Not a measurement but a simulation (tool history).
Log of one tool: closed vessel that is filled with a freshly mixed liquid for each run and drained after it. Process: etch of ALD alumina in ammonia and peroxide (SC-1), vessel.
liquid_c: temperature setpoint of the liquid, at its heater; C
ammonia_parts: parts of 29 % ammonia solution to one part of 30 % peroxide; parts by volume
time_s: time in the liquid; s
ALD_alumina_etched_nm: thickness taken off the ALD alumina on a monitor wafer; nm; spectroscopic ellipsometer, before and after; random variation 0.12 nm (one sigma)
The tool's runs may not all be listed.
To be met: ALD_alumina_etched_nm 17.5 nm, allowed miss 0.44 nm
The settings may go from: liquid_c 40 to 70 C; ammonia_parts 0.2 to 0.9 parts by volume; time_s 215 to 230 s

Run 1, hour 0: liquid_c 56 C, ammonia_parts 0.5 parts by volume, time_s 215 s. Result: ALD_alumina_etched_nm 10.739 nm.
Run 2, hour 8.3: liquid_c 56 C, ammonia_parts 0.5 parts by volume, time_s 215 s. Result: ALD_alumina_etched_nm 10.917 nm.
Run 3, hour 14.9: liquid_c 57.5 C, ammonia_parts 0.5 parts by volume, time_s 215 s. Result: ALD_alumina_etched_nm 11.767 nm.
Run 4, hour 15.9: liquid_c 58.5 C, ammonia_parts 0.5 parts by volume, time_s 215 s. Result: ALD_alumina_etched_nm 12.423 nm.
Run 5, hour 20.9: liquid_c 62 C, ammonia_parts 0.5 parts by volume, time_s 215 s. Result: ALD_alumina_etched_nm 14.619 nm.
Run 6, hour 28.6: liquid_c 59.5 C, ammonia_parts 0.5 parts by volume, time_s 215 s. Result: ALD_alumina_etched_nm 13.182 nm.
Run 7, hour 30.8: liquid_c 60.5 C, ammonia_parts 0.5 parts by volume, time_s 215 s. Result: ALD_alumina_etched_nm 13.828 nm.
Run 8, hour 35.2: liquid_c 61 C, ammonia_parts 0.5 parts by volume, time_s 215 s. Result: ALD_alumina_etched_nm 14.081 nm.
Run 9, hour 36.6: liquid_c 61.5 C, ammonia_parts 0.5 parts by volume, time_s 215 s. Result: ALD_alumina_etched_nm 14.474 nm.
Run 10, hour 42.8: liquid_c 62 C, ammonia_parts 0.5 parts by volume, time_s 215 s. Result: ALD_alumina_etched_nm 14.763 nm.
Run 11, hour 44.4: liquid_c 62 C, ammonia_parts 0.5 parts by volume, time_s 215 s. Result: ALD_alumina_etched_nm 14.833 nm.
Run 12, hour 47.3: liquid_c 62.5 C, ammonia_parts 0.5 parts by volume, time_s 215 s. Result: ALD_alumina_etched_nm 15.351 nm.
Run 13, hour 51.1: liquid_c 63 C, ammonia_parts 0.5 parts by volume, time_s 215 s. Result: ALD_alumina_etched_nm 15.719 nm.
Run 14, hour 56.6: liquid_c 63.5 C, ammonia_parts 0.5 parts by volume, time_s 215 s. Result: ALD_alumina_etched_nm 15.924 nm.
Run 15, hour 64.7: liquid_c 64 C, ammonia_parts 0.5 parts by volume, time_s 215 s. Result: ALD_alumina_etched_nm 16.421 nm.
Run 16, hour 70.6: liquid_c 64 C, ammonia_parts 0.5 parts by volume, time_s 215 s. Result: ALD_alumina_etched_nm 16.373 nm.

Which of these 4 next moves meets every target?
Run A, hour 76.5: liquid_c 63 C, ammonia_parts 0.55 parts by volume, time_s 225 s. Result: ALD_alumina_etched_nm ?.
Run B, hour 76.5: liquid_c 64 C, ammonia_parts 0.5 parts by volume, time_s 230 s. Result: ALD_alumina_etched_nm ?.
Run C, hour 76.5: liquid_c 64 C, ammonia_parts 0.6 parts by volume, time_s 215 s. Result: ALD_alumina_etched_nm ?.
Run D, hour 76.5: liquid_c 61.5 C, ammonia_parts 0.5 parts by volume, time_s 230 s. Result: ALD_alumina_etched_nm ?.

move  ALD_alumina_etched_nm
   A                 16.416
   B                 17.485
   C                 16.629
   D                 15.416
A: as far off as the last run
B: meets every target
C: nearer than the last run, and not there yet
D: further off than the last run
Move B is the one to make.

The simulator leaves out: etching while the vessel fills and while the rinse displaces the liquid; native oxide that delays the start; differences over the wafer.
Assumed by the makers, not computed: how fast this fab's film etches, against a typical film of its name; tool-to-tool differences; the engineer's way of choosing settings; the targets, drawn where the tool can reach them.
